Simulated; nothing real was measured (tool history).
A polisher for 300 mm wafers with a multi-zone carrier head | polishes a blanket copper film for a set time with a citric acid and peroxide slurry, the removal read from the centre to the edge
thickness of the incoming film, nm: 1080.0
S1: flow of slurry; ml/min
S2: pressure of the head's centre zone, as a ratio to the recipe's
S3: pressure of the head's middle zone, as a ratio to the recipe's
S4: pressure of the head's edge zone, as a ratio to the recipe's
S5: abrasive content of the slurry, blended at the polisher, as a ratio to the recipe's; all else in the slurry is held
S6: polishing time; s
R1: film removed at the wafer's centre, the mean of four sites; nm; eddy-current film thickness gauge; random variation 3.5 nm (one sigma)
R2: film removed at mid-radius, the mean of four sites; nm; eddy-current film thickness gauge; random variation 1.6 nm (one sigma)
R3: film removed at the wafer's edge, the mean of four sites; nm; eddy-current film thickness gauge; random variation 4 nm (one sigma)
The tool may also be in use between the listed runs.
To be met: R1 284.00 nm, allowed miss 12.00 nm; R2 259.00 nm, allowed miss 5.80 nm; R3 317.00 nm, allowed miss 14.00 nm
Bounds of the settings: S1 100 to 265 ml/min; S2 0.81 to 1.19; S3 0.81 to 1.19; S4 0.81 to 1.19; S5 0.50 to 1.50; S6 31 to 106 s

run 1 day=0.000 | S1=170 S2=1.00 S3=1.00 S4=1.00 S5=1.00 S6=68 | R1=229.98 R2=239.60 R3=239.30
run 2 day=0.262 | S1=190 S2=1.00 S3=1.00 S4=1.00 S5=1.00 S6=68 | R1=233.83 R2=243.04 R3=235.20
run 3 day=0.433 | S1=180 S2=1.01 S3=0.99 S4=1.02 S5=1.05 S6=69 | R1=236.98 R2=245.07 R3=240.58
run 4 day=0.596 | S1=170 S2=1.01 S3=0.96 S4=1.04 S5=1.05 S6=71 | R1=243.09 R2=240.33 R3=252.60
run 5 day=0.888 | S1=135 S2=1.01 S3=0.96 S4=1.04 S5=1.05 S6=71 | R1=223.87 R2=229.70 R3=243.18
run 6 day=1.196 | S1=135 S2=1.01 S3=0.96 S4=1.04 S5=1.05 S6=81 | R1=265.58 R2=262.29 R3=271.92
run 7 day=1.412 | S1=135 S2=1.01 S3=0.95 S4=1.06 S5=1.10 S6=81 | R1=263.20 R2=266.16 R3=284.78
run 8 day=1.788 | S1=135 S2=1.02 S3=0.94 S4=1.07 S5=1.10 S6=81 | R1=270.98 R2=260.82 R3=286.14
run 9 day=1.829 | S1=135 S2=1.02 S3=0.94 S4=1.07 S5=1.10 S6=81 | R1=268.83 R2=265.73 R3=283.05
run 10 day=1.942 | S1=135 S2=1.02 S3=0.92 S4=1.08 S5=1.15 S6=81 | R1=272.01 R2=258.71 R3=288.54
run 11 day=2.221 | S1=135 S2=1.02 S3=0.92 S4=1.08 S5=1.15 S6=81 | R1=270.33 R2=258.12 R3=285.87

5 next moves are on the table. One of them brings every result within its allowed miss. Which?
run A day=2.500 | S1=145 S2=0.97 S3=0.82 S4=1.11 S5=1.10 S6=88 | R1=? R2=? R3=?
run B day=2.500 | S1=100 S2=0.88 S3=0.86 S4=1.19 S5=1.10 S6=94 | R1=? R2=? R3=?
run C day=2.500 | S1=125 S2=1.01 S3=0.97 S4=1.06 S5=1.20 S6=79 | R1=? R2=? R3=?
run D day=2.500 | S1=170 S2=0.92 S3=0.90 S4=1.06 S5=1.50 S6=74 | R1=? R2=? R3=?
run E day=2.500 | S1=155 S2=1.19 S3=1.00 S4=0.86 S5=1.00 S6=76 | R1=? R2=? R3=?

move=A R1=282.44 R2=260.88 R3=317.10
move=B R1=242.62 R2=261.12 R3=325.70
move=C R1=259.56 R2=265.58 R3=277.35
move=D R1=253.36 R2=265.31 R3=289.34
move=E R1=297.37 R2=262.57 R3=240.55
A: meets every target
B: brings the result that was furthest off to its target, and leaves another outside
C: further off than the last run
D: further off than the last run
E: further off than the last run
Move A is the one to make.
